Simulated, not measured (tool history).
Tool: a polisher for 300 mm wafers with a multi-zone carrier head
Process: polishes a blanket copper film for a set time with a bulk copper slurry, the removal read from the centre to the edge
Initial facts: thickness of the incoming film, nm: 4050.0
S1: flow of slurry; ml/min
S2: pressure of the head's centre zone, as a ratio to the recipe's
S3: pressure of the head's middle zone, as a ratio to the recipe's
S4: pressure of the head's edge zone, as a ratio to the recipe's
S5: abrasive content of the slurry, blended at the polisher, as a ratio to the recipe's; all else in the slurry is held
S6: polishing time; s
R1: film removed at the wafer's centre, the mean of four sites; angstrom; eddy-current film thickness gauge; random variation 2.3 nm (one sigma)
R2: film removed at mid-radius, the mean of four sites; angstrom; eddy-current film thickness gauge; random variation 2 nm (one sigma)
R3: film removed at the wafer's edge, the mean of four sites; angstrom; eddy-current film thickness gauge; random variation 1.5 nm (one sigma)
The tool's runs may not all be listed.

run  hour   S1    S2    S3    S4    S5  S6      R1      R2      R3
  1   0.0  140  1.00  1.00  1.00  1.00  70  2686.6  2796.2  2719.5
  2   6.1  140  1.00  1.00  1.00  1.00  80  3162.5  3187.5  3133.8
  3   8.8  135  0.97  0.99  0.99  0.95  79  2913.3  3089.8  3026.3
  4  16.8  130  0.95  0.97  0.98  0.90  78  2790.7  2875.2  2925.0
  5  17.7  130  0.95  0.97  0.98  0.80  78  2650.4  2816.9  2881.8
  6  26.4  125  0.94  0.97  0.96  0.75  77  2604.4  2753.7  2769.8
  7  31.4  120  0.92  0.97  0.96  0.70  76  2506.2  2674.8  2667.5
  8  34.8  120  0.90  0.97  0.97  0.65  75  2284.7  2569.9  2630.8

Estimate the outcome of run 9 from the log above:
  9  39.1  115  0.89  0.97  0.96  0.65  74   ?   ?   ?

{"run 9": {"R1": 2197.9, "R2": 2549.4, "R3": 2574.7}}
